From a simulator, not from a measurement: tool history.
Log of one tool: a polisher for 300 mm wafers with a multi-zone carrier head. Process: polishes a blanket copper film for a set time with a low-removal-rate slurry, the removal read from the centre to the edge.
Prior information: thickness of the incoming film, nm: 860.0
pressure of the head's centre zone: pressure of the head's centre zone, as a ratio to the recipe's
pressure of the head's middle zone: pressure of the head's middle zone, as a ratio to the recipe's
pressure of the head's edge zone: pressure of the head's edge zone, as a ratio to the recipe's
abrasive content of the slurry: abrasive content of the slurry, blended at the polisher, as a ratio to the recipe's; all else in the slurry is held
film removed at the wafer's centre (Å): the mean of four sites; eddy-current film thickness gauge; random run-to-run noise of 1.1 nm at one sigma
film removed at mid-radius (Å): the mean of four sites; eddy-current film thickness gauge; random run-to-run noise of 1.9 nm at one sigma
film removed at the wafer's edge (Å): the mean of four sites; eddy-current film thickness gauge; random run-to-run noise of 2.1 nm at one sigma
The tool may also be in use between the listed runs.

run	hour	flow of slurry (ml/min)	pressure of the head's centre zone	pressure of the head's middle zone	pressure of the head's edge zone	abrasive content of the slurry	polishing time (s)	film removed at the wafer's centre (Å)	film removed at mid-radius (Å)	film removed at the wafer's edge (Å)
1	0	265	1	1	1	1	42	1182.9	1234.5	1222.6
2	8.2	265	1	1	1	1	37	1050.5	1084.4	1064.1
3	13.6	265	1	1.06	1	1	37	1048.5	1135.2	1047.5
4	21.6	275	1.04	1.06	1.03	1.1	39	1175	1207.3	1162.3
5	23.6	285	1.07	1.08	1.04	1.2	40	1276.2	1314.3	1202.8
6	30.1	285	1.03	1.08	1.04	1.2	40	1231.5	1283	1193.2
7	38.7	285	1.03	1.08	1.04	1.2	40	1238	1318	1222.8
8	46.9	300	1.06	1.08	1.07	1.25	41	1305.8	1377.2	1280.9
9	52.8	300	1.09	1.06	1.08	1.3	42	1402.9	1382.1	1382
10	55	310	1.11	1.07	1.08	1.35	42	1449.2	1393.5	1376.8
11	60.1	315	1.13	1.08	1.09	1.4	42	1477	1410.8	1419.9
12	65.5	315	1.13	1.08	1.09	1.4	42	1480	1440.1	1374.6

Predict the results of run 13:
13	70.6	320	1.14	1.08	1.1	1.4	43	?	?	?

{"run 13": {"film removed at the wafer's centre (Å)": 1551.4, "film removed at mid-radius (Å)": 1463, "film removed at the wafer's edge (Å)": 1425.8}}

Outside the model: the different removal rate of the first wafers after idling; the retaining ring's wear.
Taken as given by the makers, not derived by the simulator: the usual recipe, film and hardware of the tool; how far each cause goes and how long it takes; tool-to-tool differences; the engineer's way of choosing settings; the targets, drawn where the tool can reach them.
